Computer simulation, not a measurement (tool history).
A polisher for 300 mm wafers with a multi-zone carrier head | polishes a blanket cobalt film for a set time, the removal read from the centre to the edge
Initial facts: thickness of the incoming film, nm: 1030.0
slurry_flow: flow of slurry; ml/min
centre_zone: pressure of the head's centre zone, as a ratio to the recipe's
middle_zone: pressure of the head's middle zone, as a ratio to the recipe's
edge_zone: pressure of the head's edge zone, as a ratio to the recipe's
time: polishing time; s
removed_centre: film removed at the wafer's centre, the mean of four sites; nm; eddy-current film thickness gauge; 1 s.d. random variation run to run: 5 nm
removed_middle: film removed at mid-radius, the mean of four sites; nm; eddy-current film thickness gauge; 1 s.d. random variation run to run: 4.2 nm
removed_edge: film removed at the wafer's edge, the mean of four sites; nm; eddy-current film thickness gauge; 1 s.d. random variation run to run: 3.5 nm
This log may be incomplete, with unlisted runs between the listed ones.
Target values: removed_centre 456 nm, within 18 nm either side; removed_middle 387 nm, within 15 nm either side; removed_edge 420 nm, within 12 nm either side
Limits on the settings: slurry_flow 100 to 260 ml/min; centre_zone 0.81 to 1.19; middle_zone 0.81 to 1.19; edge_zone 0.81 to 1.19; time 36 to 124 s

run    day  slurry_flow  centre_zone  middle_zone  edge_zone  time  removed_centre  removed_middle  removed_edge
  1      0          165            1            1          1    79          312.86          306.38        321.65
  2  0.308          180         1.05         1.01       1.04    83          355.16          333.15        347.45
  3  0.438          190         1.08            1       1.08    86          381.51          339.53        364.59
  4  0.554          190         1.14            1       1.08    86          406.59          349.55        362.55
  5  0.683          200         1.14            1       1.11    88          413.98          352.63        379.14
  6  1.054          205         1.15         1.01       1.13    90          426.19          365.44        400.32
  7  1.392          215         1.16         1.02       1.14    90          431.68             366        390.07
  8  1.554          215         1.16         1.02       1.15    92          449.73          382.11        403.86

Which of these 4 next moves meets every target?
  A  1.717          220         1.15            1       1.17    94               ?               ?             ?
  B  1.717          230         1.19         1.05       1.14    91               ?               ?             ?
  C  1.717          230         1.19            1        1.1    91               ?               ?             ?
  D  1.717          210         1.19         1.03       1.11    92               ?               ?             ?

move  removed_centre  removed_middle  removed_edge
   A          446.83          381.68        421.53
   B          450.63           385.7        405.51
   C          450.49          371.49        400.42
   D          449.69           379.8        402.56
A: hits every target within its allowed miss
B: closes in on the targets versus the last run, not all within tolerance yet
C: misses by more than the last run did
D: misses by more than the last run did
A meets every target.
